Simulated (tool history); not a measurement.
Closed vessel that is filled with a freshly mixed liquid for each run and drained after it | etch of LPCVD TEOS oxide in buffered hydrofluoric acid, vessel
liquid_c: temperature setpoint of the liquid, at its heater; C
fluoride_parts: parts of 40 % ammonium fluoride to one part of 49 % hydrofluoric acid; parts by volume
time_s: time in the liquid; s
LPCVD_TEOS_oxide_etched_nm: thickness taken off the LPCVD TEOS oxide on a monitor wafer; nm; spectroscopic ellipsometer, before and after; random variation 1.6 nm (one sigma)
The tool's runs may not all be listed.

| run | hour | liquid_c | fluoride_parts | time_s | LPCVD_TEOS_oxide_etched_nm |
|---|---|---|---|---|---|
| 1 | 0 | 24 | 10.5 | 35 | 138.65 |
| 2 | 8.8 | 25 | 10.5 | 35 | 146.07 |
| 3 | 16.9 | 25 | 12 | 35 | 126.63 |
| 4 | 21.8 | 25 | 13.5 | 35 | 114.24 |
| 5 | 27.8 | 26.5 | 13.5 | 35 | 122.89 |
| 6 | 35 | 26.5 | 15 | 35 | 109.74 |
| 7 | 39 | 27.5 | 14.5 | 35 | 123.21 |

The next listed run, before its measurement:
| 8 | 41.9 | 31.5 | 13 | 35 | ? |

LPCVD_TEOS_oxide_etched_nm: 166.96 nm
